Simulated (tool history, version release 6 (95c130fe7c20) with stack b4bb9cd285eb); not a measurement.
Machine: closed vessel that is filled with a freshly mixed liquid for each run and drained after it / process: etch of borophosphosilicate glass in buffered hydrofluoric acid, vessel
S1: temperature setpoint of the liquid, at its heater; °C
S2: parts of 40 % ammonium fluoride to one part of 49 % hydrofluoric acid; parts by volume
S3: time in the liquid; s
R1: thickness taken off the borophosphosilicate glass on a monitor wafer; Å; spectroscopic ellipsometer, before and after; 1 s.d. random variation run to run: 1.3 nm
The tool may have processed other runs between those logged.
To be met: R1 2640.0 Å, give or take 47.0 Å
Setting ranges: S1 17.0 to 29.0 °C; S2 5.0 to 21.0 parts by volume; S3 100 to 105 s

run	day	S1	S2	S3	R1
1	0.000	21.0	13.0	100	1923.8
2	0.200	22.5	13.0	100	2094.5
3	0.458	23.5	13.0	100	2209.0
4	0.767	24.5	13.0	100	2316.4
5	1.088	25.5	13.0	100	2424.8
6	1.454	23.5	13.0	100	2194.9
7	1.617	24.5	13.0	100	2308.1
8	1.888	25.5	13.0	100	2454.5
9	1.971	26.0	13.0	100	2494.1
10	2.212	27.5	13.0	100	2698.4

4 next moves are on the table. One of them brings every result within its allowed miss. Which?
A	2.454	27.0	13.0	100	?
B	2.454	28.0	14.0	105	?
C	2.454	29.0	16.0	105	?
D	2.454	27.0	12.5	100	?

move	R1
A	2656.7
B	2734.1
C	2526.6
D	2761.4
A: meets every target
B: further off than the last run
C: the result that was furthest off in the last run now lies on the other side of its target
D: further off than the last run
So the answer is move A, the one that meets all the targets.
